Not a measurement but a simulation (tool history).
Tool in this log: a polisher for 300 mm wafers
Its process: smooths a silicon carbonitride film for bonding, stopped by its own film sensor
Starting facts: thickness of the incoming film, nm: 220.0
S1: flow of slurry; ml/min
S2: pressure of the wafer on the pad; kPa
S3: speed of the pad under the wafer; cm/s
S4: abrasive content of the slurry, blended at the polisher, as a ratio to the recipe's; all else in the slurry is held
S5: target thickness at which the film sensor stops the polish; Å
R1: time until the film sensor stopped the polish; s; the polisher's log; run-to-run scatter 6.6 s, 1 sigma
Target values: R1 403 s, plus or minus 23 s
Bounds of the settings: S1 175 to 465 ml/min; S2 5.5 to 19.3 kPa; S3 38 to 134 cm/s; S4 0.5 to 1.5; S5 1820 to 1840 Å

run	hour	S1	S2	S3	S4	S5	R1
1	0	295	12.4	86	1	1840	193.3
2	1.1	295	11	82	1	1840	220.87
3	8.1	295	9.7	76	1	1840	264.86
4	15	355	9.7	76	1	1840	256.07
# hour 20.2: slurry nozzle cleaned
5	20.2	355	9.7	76	0.9	1840	266.2
6	24	355	9	74	0.9	1840	281.1
7	28.3	355	9	74	0.9	1840	281.4
8	32.4	355	8.3	72	0.9	1840	306.1
9	34.9	355	7.6	70	0.9	1840	344.3

Exercise: of the 5 proposed moves below, exactly one satisfies all targets within the stated allowed misses. Which move is it?
A	37.4	335	7.6	66	1.05	1820	?
B	37.4	300	9	66	1	1840	?
C	37.4	360	8.3	82	0.8	1840	?
D	37.4	330	6.9	66	1.2	1820	?
E	37.4	350	6.2	72	0.9	1820	?

move	R1
A	351.1
B	303.25
C	294.13
D	356.36
E	400.64
A: better than the last run, though not everything is in spec
B: further off than the last run
C: further off than the last run
D: better than the last run, though not everything is in spec
E: all results in spec
Go with E: it meets all targets.
